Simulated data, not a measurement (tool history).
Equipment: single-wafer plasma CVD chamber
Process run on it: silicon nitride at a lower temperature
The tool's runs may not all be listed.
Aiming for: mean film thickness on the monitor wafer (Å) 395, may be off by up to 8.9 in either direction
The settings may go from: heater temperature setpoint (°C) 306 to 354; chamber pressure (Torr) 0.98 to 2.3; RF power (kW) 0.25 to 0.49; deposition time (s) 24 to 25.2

| run | hour | heater temperature setpoint (°C) | chamber pressure (Torr) | RF power (kW) | deposition time (s) | mean film thickness on the monitor wafer (Å) |
|---|---|---|---|---|---|---|
| 1 | 0 | 330 | 1.64 | 0.37 | 25.2 | 342.17 |
| 2 | 5.8 | 322 | 1.64 | 0.37 | 25.2 | 341.91 |
| 3 | 6.5 | 322 | 1.71 | 0.375 | 25.2 | 350.41 |
| 4 | 11.5 | 322 | 1.78 | 0.38 | 25.2 | 356.92 |
| 5 | 15 | 322 | 1.84 | 0.385 | 25.2 | 364.07 |
| 6 | 16.4 | 314 | 1.84 | 0.385 | 25.2 | 365.25 |
| 7 | 19.3 | 314 | 1.89 | 0.39 | 25.2 | 370.91 |
| 8 | 28.1 | 314 | 1.93 | 0.39 | 25.2 | 373.06 |
| 9 | 33.5 | 314 | 1.93 | 0.39 | 25.2 | 373.23 |
| 10 | 34.7 | 314 | 1.96 | 0.39 | 25.2 | 375.1 |

Which single option among these 5 for the next run brings every result within its allowed miss of target? Just one does.
| A | 35.9 | 311 | 2.14 | 0.405 | 24 | ? |
| B | 35.9 | 325 | 1.83 | 0.41 | 24 | ? |
| C | 35.9 | 320 | 2.26 | 0.395 | 25.2 | ? |
| D | 35.9 | 314 | 2 | 0.385 | 24.1 | ? |
| E | 35.9 | 315 | 1.96 | 0.37 | 24.3 | ? |

| move | mean film thickness on the monitor wafer (Å) |
|---|---|
| A | 373.82 |
| B | 359.5 |
| C | 390.72 |
| D | 356.27 |
| E | 347.41 |
A: further off than the last run
B: further off than the last run
C: hits every target within its allowed miss
D: further off than the last run
E: further off than the last run
Go with C: it meets all targets.
